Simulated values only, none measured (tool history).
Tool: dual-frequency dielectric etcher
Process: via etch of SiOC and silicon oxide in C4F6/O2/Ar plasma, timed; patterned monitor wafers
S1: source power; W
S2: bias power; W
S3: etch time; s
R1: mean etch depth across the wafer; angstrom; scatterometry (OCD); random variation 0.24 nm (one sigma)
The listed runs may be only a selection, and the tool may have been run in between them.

run  hour   S1   S2  S3      R1
  1     0  270  135  94  826.86
  2   8.2  320  135  94  924.04
  3  12.6  280  135  94  850.64
  4  14.9  260  135  94  813.22
  5  17.6  260  135  98  848.26
  6  20.1  220  135  98  757.78

What does the tool deliver on the next run?
  7  27.6  210  128  97   ?

{"run 7": {"R1": 710.25}}

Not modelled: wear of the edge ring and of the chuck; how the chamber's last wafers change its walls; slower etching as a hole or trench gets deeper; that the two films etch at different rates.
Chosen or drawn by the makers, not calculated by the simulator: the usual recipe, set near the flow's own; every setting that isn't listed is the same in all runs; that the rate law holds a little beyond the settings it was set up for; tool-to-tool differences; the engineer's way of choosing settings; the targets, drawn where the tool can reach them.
